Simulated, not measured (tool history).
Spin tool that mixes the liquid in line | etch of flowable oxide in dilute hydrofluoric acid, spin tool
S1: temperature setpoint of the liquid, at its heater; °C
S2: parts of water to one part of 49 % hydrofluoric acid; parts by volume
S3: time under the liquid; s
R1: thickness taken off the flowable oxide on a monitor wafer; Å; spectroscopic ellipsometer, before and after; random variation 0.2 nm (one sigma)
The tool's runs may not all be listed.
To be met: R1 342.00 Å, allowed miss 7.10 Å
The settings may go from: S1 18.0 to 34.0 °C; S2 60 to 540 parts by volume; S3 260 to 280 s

run  hour    S1   S2   S3      R1
  1   0.0  26.0  300  260  230.67
  2   2.5  23.5  300  260  211.34
  3   5.4  26.0  300  260  227.30
  4  12.2  26.0  300  280  249.02
  5  14.5  26.0  360  280  195.86
  6  18.8  26.0  360  260  180.51
  7  27.7  26.0  360  260  180.45
  8  31.7  28.0  330  260  215.13
  9  39.1  29.5  310  260  244.21
 10  41.5  29.5  310  260  247.03
 11  46.5  30.5  300  260  263.95
 12  49.7  31.5  290  260  290.34
 13  54.2  32.0  285  260  299.13
 14  56.3  32.5  280  260  309.46
 15  63.2  32.5  280  260  315.38

Which of these 5 next moves meets every target?
  A  70.1  33.5  275  280   ?
  B  70.1  32.5  260  260   ?
  C  70.1  32.5  250  260   ?
  D  70.1  28.5  275  265   ?
  E  70.1  33.0  275  260   ?

move      R1
   A  351.72
   B  340.76
   C  358.71
   D  283.18
   E  321.51
A: takes the result that was furthest off past its target
B: meets every target
C: takes the result that was furthest off past its target
D: further off than the last run
E: nearer than the last run, and not there yet
Move B is the one to make.
